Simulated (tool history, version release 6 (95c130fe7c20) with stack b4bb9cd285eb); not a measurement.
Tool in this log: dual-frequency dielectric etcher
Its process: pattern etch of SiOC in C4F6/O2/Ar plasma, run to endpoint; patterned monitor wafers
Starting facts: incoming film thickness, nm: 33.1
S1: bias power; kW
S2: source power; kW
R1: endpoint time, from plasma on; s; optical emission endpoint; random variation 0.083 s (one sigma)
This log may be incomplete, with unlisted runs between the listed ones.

run	hour	S1	S2	R1
1	0.0	0.536	0.430	10.878
2	7.2	0.536	0.370	11.364
3	15.8	0.579	0.390	11.156
4	24.2	0.600	0.440	10.414
5	29.3	0.622	0.460	10.208
6	35.1	0.622	0.400	10.644
7	38.3	0.648	0.420	10.320

For run 8, what comes out?
8	43.6	0.668	0.440	?

R1: 10.335 s
